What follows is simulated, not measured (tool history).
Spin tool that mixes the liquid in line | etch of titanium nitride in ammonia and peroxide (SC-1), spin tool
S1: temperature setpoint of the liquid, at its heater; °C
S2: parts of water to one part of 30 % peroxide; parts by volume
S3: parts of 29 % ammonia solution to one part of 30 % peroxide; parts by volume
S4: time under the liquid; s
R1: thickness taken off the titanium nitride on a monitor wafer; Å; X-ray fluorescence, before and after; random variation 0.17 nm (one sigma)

| run | hour | S1 | S2 | S3 | S4 | R1 |
|---|---|---|---|---|---|---|
| 1 | 0.0 | 47.0 | 9 | 0.5 | 165 | 113.36 |
| 2 | 5.1 | 51.5 | 9 | 0.5 | 165 | 155.82 |
| 3 | 13.3 | 54.5 | 9 | 0.5 | 165 | 190.46 |
| 4 | 18.3 | 54.5 | 9 | 0.6 | 165 | 195.48 |
| 5 | 24.8 | 57.0 | 9 | 0.6 | 165 | 231.12 |
| 6 | 27.8 | 58.0 | 9 | 0.6 | 165 | 248.18 |

Run 7 is up next; what results do you expect?
| 7 | 33.6 | 59.0 | 9 | 0.6 | 165 | ? |

For run 7 the tool returned R1 266.93 Å.
